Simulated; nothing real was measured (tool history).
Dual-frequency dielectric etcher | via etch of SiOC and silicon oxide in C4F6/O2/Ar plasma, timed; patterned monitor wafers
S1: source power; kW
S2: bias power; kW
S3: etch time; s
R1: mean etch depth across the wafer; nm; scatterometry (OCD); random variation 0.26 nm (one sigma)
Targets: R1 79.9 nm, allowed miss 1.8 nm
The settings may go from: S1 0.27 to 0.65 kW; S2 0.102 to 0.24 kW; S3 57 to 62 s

run,hour,S1,S2,S3,R1
1,0,0.46,0.171,62,70.313
2,3.3,0.42,0.171,62,67.047
3,12.2,0.36,0.171,62,61.557
4,14.6,0.36,0.171,62,61.593
5,17.6,0.3,0.171,62,55.077
6,25.7,0.3,0.157,62,54.025
7,33.4,0.4,0.191,62,66.766
8,39.5,0.43,0.193,62,69.575
9,48.5,0.46,0.195,62,72.546
10,56.5,0.48,0.196,62,74.755
11,62.4,0.49,0.197,62,75.156
12,63.1,0.5,0.198,62,75.926
13,70.9,0.51,0.199,62,77.001
14,75.6,0.52,0.2,62,78.031

Which of these 5 next moves meets every target?
A,80.3,0.51,0.204,62,?
B,80.3,0.52,0.191,60.5,?
C,80.3,0.51,0.205,60.5,?
D,80.3,0.52,0.221,58.5,?
E,80.3,0.54,0.204,62,?

move,R1
A,77.408
B,75.03
C,75.629
D,75.278
E,79.639
A: further off than the last run
B: further off than the last run
C: further off than the last run
D: further off than the last run
E: meets every target
Move E is the one to make.

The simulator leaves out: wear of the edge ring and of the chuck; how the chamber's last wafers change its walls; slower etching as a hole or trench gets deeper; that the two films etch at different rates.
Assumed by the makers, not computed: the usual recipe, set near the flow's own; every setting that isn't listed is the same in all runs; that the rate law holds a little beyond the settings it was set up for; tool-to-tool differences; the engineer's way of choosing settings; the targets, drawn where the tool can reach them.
